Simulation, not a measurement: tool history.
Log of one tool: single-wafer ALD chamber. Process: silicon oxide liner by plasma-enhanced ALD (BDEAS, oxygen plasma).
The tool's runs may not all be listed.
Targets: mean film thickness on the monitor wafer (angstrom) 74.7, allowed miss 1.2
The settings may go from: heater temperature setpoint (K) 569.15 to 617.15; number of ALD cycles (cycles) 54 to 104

run,day,heater temperature setpoint (K),number of ALD cycles (cycles),mean film thickness on the monitor wafer (angstrom)
1,0,593.15,79,70.026
2,0.3,599.15,79,68.96
3,0.333,599.15,83,71.522
4,0.5,599.15,78,67.962
5,0.667,599.15,89,77.312
6,0.708,599.15,82,71.877
7,1.021,598.15,83,72.817
8,1.35,597.15,83,71.82
9,1.646,597.15,84,73.372

5 next moves are on the table. One of them brings every result within its allowed miss. Which?
A,1.942,602.15,82,?
B,1.942,588.15,79,?
C,1.942,597.15,81,?
D,1.942,595.15,81,?
E,1.942,600.15,86,?

move,mean film thickness on the monitor wafer (angstrom)
A,71.144
B,70.138
C,70.861
D,71.095
E,74.863
A: further off than the last run
B: further off than the last run
C: further off than the last run
D: further off than the last run
E: meets every target
The right move is E.
